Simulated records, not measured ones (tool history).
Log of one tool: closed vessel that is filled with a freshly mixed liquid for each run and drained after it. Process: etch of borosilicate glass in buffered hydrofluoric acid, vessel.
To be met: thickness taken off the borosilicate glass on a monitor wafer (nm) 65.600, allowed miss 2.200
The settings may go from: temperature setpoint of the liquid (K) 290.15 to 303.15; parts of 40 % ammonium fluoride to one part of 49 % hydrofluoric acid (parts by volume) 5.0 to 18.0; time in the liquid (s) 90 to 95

run	day	temperature setpoint of the liquid (K)	parts of 40 % ammonium fluoride to one part of 49 % hydrofluoric acid (parts by volume)	time in the liquid (s)	thickness taken off the borosilicate glass on a monitor wafer (nm)
1	0.000	295.15	11.0	90	89.410
2	0.179	293.65	11.0	90	83.045
3	0.467	292.65	11.5	90	74.559
4	0.721	294.65	11.5	90	83.230
5	1.012	294.65	11.5	95	88.374
6	1.254	294.65	11.5	95	87.524
7	1.629	293.15	12.0	95	77.722
8	1.746	292.15	12.0	95	73.212
9	2.029	291.65	12.0	95	72.293
10	2.229	291.15	12.0	95	69.979

Which of these 5 next moves meets every target?
A	2.429	290.15	11.0	95	?
B	2.429	290.65	10.5	95	?
C	2.429	292.65	11.0	90	?
D	2.429	292.65	14.0	95	?
E	2.429	291.15	10.5	95	?

move	thickness taken off the borosilicate glass on a monitor wafer (nm)
A	71.912
B	77.428
C	78.242
D	65.044
E	79.607
A: further off than the last run
B: further off than the last run
C: further off than the last run
D: meets every target
E: further off than the last run
Move D is the one to make.
